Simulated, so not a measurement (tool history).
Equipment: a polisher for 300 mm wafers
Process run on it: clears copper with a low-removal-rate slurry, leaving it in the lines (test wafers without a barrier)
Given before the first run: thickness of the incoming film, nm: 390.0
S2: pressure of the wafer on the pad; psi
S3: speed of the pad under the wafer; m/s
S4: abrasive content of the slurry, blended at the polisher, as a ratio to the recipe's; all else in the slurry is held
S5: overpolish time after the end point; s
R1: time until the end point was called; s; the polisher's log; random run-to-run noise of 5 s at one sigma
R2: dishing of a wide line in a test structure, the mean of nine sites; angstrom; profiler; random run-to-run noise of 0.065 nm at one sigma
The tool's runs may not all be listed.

Run 1, hour 0.0: flow of slurry (ml/min) 280, S2 2.6 psi, S3 1.02 m/s, S4 1.00, S5 13 s. Result: R1 107.95 s, R2 294.990 angstrom.
Run 2, hour 6.0: flow of slurry (ml/min) 280, S2 2.6 psi, S3 0.78 m/s, S4 1.00, S5 13 s. Result: R1 136.53 s, R2 238.830 angstrom.
Run 3, hour 9.2: flow of slurry (ml/min) 275, S2 2.4 psi, S3 0.74 m/s, S4 1.00, S5 12 s. Result: R1 154.81 s, R2 193.440 angstrom.
Run 4, hour 15.1: flow of slurry (ml/min) 270, S2 2.3 psi, S3 0.70 m/s, S4 1.00, S5 11 s. Result: R1 170.04 s, R2 168.590 angstrom.
Run 5, hour 18.8: flow of slurry (ml/min) 280, S2 2.2 psi, S3 0.68 m/s, S4 1.00, S5 10 s. Result: R1 184.13 s, R2 143.970 angstrom.
Run 6, hour 22.8: flow of slurry (ml/min) 295, S2 2.1 psi, S3 0.66 m/s, S4 1.00, S5 9 s. Result: R1 198.50 s, R2 123.100 angstrom.
Run 7, hour 27.9: flow of slurry (ml/min) 310, S2 2.0 psi, S3 0.64 m/s, S4 1.00, S5 8 s. Result: R1 210.66 s, R2 104.110 angstrom.

What will run 8 give?
Run 8, hour 33.1: flow of slurry (ml/min) 330, S2 1.4 psi, S3 0.46 m/s, S4 0.95, S5 4 s. Result: R1 ?, R2 ?.

R1: 383.20 s
R2: 28.467 angstrom
